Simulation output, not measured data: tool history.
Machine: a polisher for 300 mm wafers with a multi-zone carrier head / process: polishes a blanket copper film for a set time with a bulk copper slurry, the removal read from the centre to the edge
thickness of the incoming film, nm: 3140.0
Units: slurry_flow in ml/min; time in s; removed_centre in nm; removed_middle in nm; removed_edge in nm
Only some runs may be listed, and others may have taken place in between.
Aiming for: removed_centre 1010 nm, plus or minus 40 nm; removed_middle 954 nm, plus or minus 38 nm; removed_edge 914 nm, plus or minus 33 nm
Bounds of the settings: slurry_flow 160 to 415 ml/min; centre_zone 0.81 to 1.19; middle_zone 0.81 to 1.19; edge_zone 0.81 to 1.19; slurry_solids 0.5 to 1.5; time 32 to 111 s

Run 1, hour 0: slurry_flow 265 ml/min, centre_zone 1, middle_zone 1, edge_zone 1, slurry_solids 1, time 71 s. Result: removed_centre 695.94 nm, removed_middle 705.37 nm, removed_edge 713.21 nm.
Run 2, hour 1.9: slurry_flow 265 ml/min, centre_zone 1, middle_zone 0.93, edge_zone 1, slurry_solids 1, time 71 s. Result: removed_centre 694.93 nm, removed_middle 664.59 nm, removed_edge 727.33 nm.
Run 3, hour 7.2: slurry_flow 265 ml/min, centre_zone 1, middle_zone 0.93, edge_zone 1.06, slurry_solids 1, time 71 s. Result: removed_centre 693.41 nm, removed_middle 665.51 nm, removed_edge 728.08 nm.
Run 4, hour 14.7: slurry_flow 265 ml/min, centre_zone 1, middle_zone 0.93, edge_zone 1.06, slurry_solids 1, time 53 s. Result: removed_centre 510.89 nm, removed_middle 491.71 nm, removed_edge 543.28 nm.
Run 5, hour 17.2: slurry_flow 265 ml/min, centre_zone 0.94, middle_zone 0.93, edge_zone 1.06, slurry_solids 1, time 53 s. Result: removed_centre 479.27 nm, removed_middle 480.93 nm, removed_edge 550.28 nm.
Run 6, hour 20.9: slurry_flow 265 ml/min, centre_zone 0.94, middle_zone 0.93, edge_zone 1.06, slurry_solids 0.9, time 53 s. Result: removed_centre 461.16 nm, removed_middle 477.59 nm, removed_edge 539.29 nm.
Run 7, hour 21.5: slurry_flow 275 ml/min, centre_zone 0.97, middle_zone 0.97, edge_zone 1.05, slurry_solids 1.05, time 62 s. Result: removed_centre 594.27 nm, removed_middle 593.92 nm, removed_edge 647.1 nm.
Run 8, hour 29.3: slurry_flow 290 ml/min, centre_zone 1, middle_zone 1.02, edge_zone 1.05, slurry_solids 1.2, time 66 s. Result: removed_centre 657.97 nm, removed_middle 708.76 nm, removed_edge 714.82 nm.
Run 9, hour 35.7: slurry_flow 295 ml/min, centre_zone 1.05, middle_zone 1.01, edge_zone 1.04, slurry_solids 1.3, time 70 s. Result: removed_centre 757.1 nm, removed_middle 744.15 nm, removed_edge 780.17 nm.
Run 10, hour 43.3: slurry_flow 305 ml/min, centre_zone 1.09, middle_zone 1.04, edge_zone 1.03, slurry_solids 1.35, time 72 s. Result: removed_centre 814.86 nm, removed_middle 805.99 nm, removed_edge 796.68 nm.
At hour 46.3: slurry nozzle cleaned.
Run 11, hour 46.3: slurry_flow 310 ml/min, centre_zone 1.12, middle_zone 1.05, edge_zone 1.03, slurry_solids 1.4, time 74 s. Result: removed_centre 895.55 nm, removed_middle 832.19 nm, removed_edge 821.43 nm.
Run 12, hour 55.2: slurry_flow 315 ml/min, centre_zone 1.13, middle_zone 1.07, edge_zone 1.05, slurry_solids 1.45, time 75 s. Result: removed_centre 932.97 nm, removed_middle 873.22 nm, removed_edge 856.27 nm.
Run 13, hour 56.5: slurry_flow 320 ml/min, centre_zone 1.14, middle_zone 1.09, edge_zone 1.07, slurry_solids 1.45, time 76 s. Result: removed_centre 958.61 nm, removed_middle 902.76 nm, removed_edge 903.41 nm.
Run 14, hour 64.7: slurry_flow 325 ml/min, centre_zone 1.15, middle_zone 1.1, edge_zone 1.07, slurry_solids 1.45, time 76 s. Result: removed_centre 965.91 nm, removed_middle 911.56 nm, removed_edge 882.73 nm.

Which of these 4 next moves meets every target?
Run A, hour 72.9: slurry_flow 405 ml/min, centre_zone 1.13, middle_zone 1.07, edge_zone 1.03, slurry_solids 1.4, time 80 s. Result: removed_centre ?, removed_middle ?, removed_edge ?.
Run B, hour 72.9: slurry_flow 365 ml/min, centre_zone 1.13, middle_zone 1.09, edge_zone 1.17, slurry_solids 1.3, time 73 s. Result: removed_centre ?, removed_middle ?, removed_edge ?.
Run C, hour 72.9: slurry_flow 370 ml/min, centre_zone 1.17, middle_zone 1.15, edge_zone 0.98, slurry_solids 1.3, time 77 s. Result: removed_centre ?, removed_middle ?, removed_edge ?.
Run D, hour 72.9: slurry_flow 305 ml/min, centre_zone 1.05, middle_zone 1.06, edge_zone 1.12, slurry_solids 1.5, time 76 s. Result: removed_centre ?, removed_middle ?, removed_edge ?.

move  removed_centre  removed_middle  removed_edge
   A          1010.3          956.63        920.63
   B          900.29          866.43        876.81
   C             985          957.98        846.51
   D          882.44          894.95        909.91
A: all results land within tolerance of their targets
B: misses by more than the last run did
C: brings the result that was furthest off to its target, and leaves another outside
D: misses by more than the last run did
Answer: A

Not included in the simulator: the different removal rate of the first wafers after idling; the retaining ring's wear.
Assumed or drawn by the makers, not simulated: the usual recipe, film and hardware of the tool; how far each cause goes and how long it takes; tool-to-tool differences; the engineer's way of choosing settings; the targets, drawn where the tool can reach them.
